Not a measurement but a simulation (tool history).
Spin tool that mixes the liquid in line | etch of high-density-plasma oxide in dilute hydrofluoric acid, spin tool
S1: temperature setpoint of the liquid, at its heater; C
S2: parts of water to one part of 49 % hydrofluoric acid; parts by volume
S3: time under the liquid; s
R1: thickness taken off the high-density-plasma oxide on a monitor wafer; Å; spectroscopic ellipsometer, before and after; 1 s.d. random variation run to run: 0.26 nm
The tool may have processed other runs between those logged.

run 1 hour=0.0 | S1=24.0 S2=145 S3=215 | R1=175.23
run 2 hour=5.1 | S1=24.0 S2=145 S3=235 | R1=194.33
run 3 hour=8.6 | S1=25.5 S2=140 S3=235 | R1=211.87
run 4 hour=15.3 | S1=25.5 S2=95 S3=235 | R1=335.75
run 5 hour=18.6 | S1=25.5 S2=70 S3=235 | R1=463.15
run 6 hour=23.7 | S1=24.0 S2=75 S3=235 | R1=410.80
run 7 hour=29.9 | S1=23.0 S2=80 S3=235 | R1=366.61

Run 8 comes next. What will it give?
-- hour=36.5 thermometer replaced
run 8 hour=36.5 | S1=22.0 S2=80 S3=235 | R1=?

For run 8 the tool returned R1 323.85 Å.

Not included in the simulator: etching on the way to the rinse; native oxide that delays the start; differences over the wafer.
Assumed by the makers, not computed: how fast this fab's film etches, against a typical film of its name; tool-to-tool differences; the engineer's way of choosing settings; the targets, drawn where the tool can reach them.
